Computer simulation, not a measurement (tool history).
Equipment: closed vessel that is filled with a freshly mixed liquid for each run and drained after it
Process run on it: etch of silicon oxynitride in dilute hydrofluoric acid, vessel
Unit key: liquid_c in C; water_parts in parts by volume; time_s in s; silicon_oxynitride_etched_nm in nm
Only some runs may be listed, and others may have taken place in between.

| run | hour | liquid_c | water_parts | time_s | silicon_oxynitride_etched_nm |
|---|---|---|---|---|---|
| 1 | 0.0 | 24.0 | 185 | 875 | 22.563 |
| 2 | 4.7 | 24.0 | 185 | 875 | 22.690 |
| 3 | 8.0 | 25.5 | 180 | 875 | 24.999 |
| 4 | 12.7 | 25.5 | 180 | 875 | 25.076 |
| 5 | 20.5 | 29.0 | 180 | 875 | 29.120 |
|  | 27.6 | hydrofluoric acid flow meter replaced |
| 6 | 27.6 | 29.0 | 180 | 875 | 27.403 |
| 7 | 29.8 | 29.5 | 175 | 875 | 29.069 |
| 8 | 32.9 | 30.0 | 170 | 875 | 30.875 |

Run 9 has not been measured yet. What should we expect?
| 9 | 38.3 | 30.5 | 170 | 875 | ? |

Run 9 produced silicon_oxynitride_etched_nm 31.187 nm.
